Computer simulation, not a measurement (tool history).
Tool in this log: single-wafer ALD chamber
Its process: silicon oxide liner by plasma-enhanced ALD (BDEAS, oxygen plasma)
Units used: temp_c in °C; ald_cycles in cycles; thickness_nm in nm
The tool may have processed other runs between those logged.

| run | hour | temp_c | ald_cycles | thickness_nm |
|---|---|---|---|---|
| 1 | 0.0 | 325 | 66 | 6.7492 |
| 2 | 1.3 | 336 | 66 | 6.6444 |
| 3 | 7.2 | 336 | 68 | 6.8295 |
| 4 | 16.1 | 336 | 69 | 6.9277 |
| 5 | 17.1 | 329 | 69 | 7.0239 |
| 6 | 21.1 | 329 | 65 | 6.6070 |

Run 7 comes next. What will it give?
| 7 | 23.6 | 329 | 67 | ? |

thickness_nm: 6.8205 nm
